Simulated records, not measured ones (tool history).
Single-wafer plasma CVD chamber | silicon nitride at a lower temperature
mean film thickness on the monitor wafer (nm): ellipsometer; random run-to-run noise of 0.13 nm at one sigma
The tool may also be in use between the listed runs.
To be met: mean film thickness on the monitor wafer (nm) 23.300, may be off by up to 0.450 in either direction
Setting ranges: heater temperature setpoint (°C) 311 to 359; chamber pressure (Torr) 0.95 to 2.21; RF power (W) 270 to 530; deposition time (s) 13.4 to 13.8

run,hour,heater temperature setpoint (°C),chamber pressure (Torr),RF power (W),deposition time (s),mean film thickness on the monitor wafer (nm)
1,0.0,335,1.58,400,13.4,20.103
2,8.2,343,1.58,400,13.4,20.244
3,15.0,343,1.69,410,13.4,21.051
4,19.7,334,1.69,410,13.4,20.794
5,28.6,341,1.69,410,13.4,20.940
6,34.6,332,1.69,410,13.4,20.923
7,41.2,332,1.69,410,13.4,20.726
8,48.3,332,1.79,415,13.4,21.542
9,51.9,332,1.86,415,13.4,21.921
10,54.1,332,1.91,415,13.4,22.028
11,62.5,332,1.96,415,13.4,22.021
# hour 66.5: capacitance manometer re-zeroed and calibrated
12,66.5,332,2.00,420,13.4,22.270

Of the 5 settings listed for the next run, only one would bring every result within its allowed miss of target. Which one?
A,70.5,328,2.02,450,13.8,?
B,70.5,323,2.14,410,13.4,?
C,70.5,332,2.17,415,13.8,?
D,70.5,336,1.92,415,13.7,?
E,70.5,354,2.16,455,13.8,?

move,mean film thickness on the monitor wafer (nm)
A,23.871
B,22.210
C,23.060
D,22.086
E,24.232
A: pushes the last run's worst result past its target
B: further off than the last run
C: every result within its allowed miss
D: further off than the last run
E: pushes the last run's worst result past its target
Go with C: it meets all targets.
